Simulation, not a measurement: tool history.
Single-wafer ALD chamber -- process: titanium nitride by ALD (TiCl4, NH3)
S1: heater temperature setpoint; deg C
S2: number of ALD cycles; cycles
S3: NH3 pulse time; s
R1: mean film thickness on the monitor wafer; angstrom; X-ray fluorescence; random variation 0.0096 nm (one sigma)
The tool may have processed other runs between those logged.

run 1 hour=0.0 | S1=390 S2=101 S3=2.37 | R1=23.137
run 2 hour=7.0 | S1=387 S2=100 S3=2.19 | R1=22.680
run 3 hour=12.2 | S1=384 S2=100 S3=2.03 | R1=22.387
run 4 hour=14.5 | S1=382 S2=100 S3=1.89 | R1=22.406
run 5 hour=16.5 | S1=372 S2=100 S3=1.89 | R1=21.706
run 6 hour=24.9 | S1=371 S2=100 S3=1.76 | R1=21.615
run 7 hour=25.9 | S1=370 S2=100 S3=1.65 | R1=21.394
run 8 hour=29.1 | S1=370 S2=100 S3=1.60 | R1=21.132
run 9 hour=38.1 | S1=370 S2=100 S3=1.58 | R1=21.326
run 10 hour=39.4 | S1=370 S2=100 S3=1.54 | R1=21.195

Estimate the outcome of run 11 from the log above:
run 11 hour=48.5 | S1=370 S2=100 S3=1.52 | R1=?

{"run 11": {"R1": 21.037}}

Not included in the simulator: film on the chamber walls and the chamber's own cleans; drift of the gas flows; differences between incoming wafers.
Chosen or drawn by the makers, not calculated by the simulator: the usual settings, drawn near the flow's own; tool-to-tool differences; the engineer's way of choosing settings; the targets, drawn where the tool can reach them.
